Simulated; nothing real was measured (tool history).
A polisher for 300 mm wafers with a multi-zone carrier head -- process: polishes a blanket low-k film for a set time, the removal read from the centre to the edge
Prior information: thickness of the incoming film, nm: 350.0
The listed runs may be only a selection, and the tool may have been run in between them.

run    day  flow of slurry (ml/min)  pressure of the head's centre zone  pressure of the head's middle zone  pressure of the head's edge zone  abrasive content of the slurry  polishing time (s)  film removed at the wafer's centre (angstrom)  film removed at mid-radius (angstrom)  film removed at the wafer's edge (angstrom)
  1      0                      305                                   1                                   1                                 1                               1                  85                                            266                                 261.29                                       266.51
  2  0.208                      360                                   1                                   1                                 1                               1                  85                                         271.58                                 268.31                                       267.81
  3  0.275                      360                                1.06                                   1                                 1                               1                  85                                         285.86                                 269.95                                       268.33
  4  0.354                      360                                1.06                                   1                                 1                            0.85                  85                                         265.73                                 250.25                                       250.63
  5  0.621                      360                                1.06                                   1                                 1                            0.85                 105                                         328.45                                 311.88                                       311.12
  6   0.65                      365                                1.07                                1.01                              0.99                            0.85                 105                                         327.01                                 314.51                                       309.79
  7  0.671                      375                                1.08                                1.02                              0.97                            0.85                 105                                         340.74                                 314.05                                       306.73
  8  0.788                      405                                1.12                                1.12                              0.93                            0.85                 105                                         354.38                                 340.68                                       305.52

Estimate the outcome of run 9 from the log above:
  9  1.142                      405                                1.13                                1.13                              0.93                            0.85                 105                                              ?                                      ?                                            ?

{"run 9": {"film removed at the wafer's centre (angstrom)": 354.41, "film removed at mid-radius (angstrom)": 344.03, "film removed at the wafer's edge (angstrom)": 302.15}}
